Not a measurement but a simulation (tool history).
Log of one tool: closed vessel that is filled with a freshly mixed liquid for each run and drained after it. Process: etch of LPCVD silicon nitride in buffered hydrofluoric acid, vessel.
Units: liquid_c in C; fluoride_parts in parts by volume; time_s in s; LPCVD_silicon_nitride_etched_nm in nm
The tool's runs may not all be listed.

run,hour,liquid_c,fluoride_parts,time_s,LPCVD_silicon_nitride_etched_nm
1,0.0,21.0,14.0,250,2.1644
2,3.7,22.0,13.5,250,2.3625
3,10.0,24.5,13.5,250,2.7459
4,12.4,25.0,13.0,250,2.9244
5,20.7,25.5,12.5,250,3.1198
6,22.7,26.0,12.5,250,3.1940
7,29.1,29.0,10.0,250,4.6675

Forecast run 8:
8,38.5,28.5,10.0,250,?

LPCVD_silicon_nitride_etched_nm: 4.5110 nm
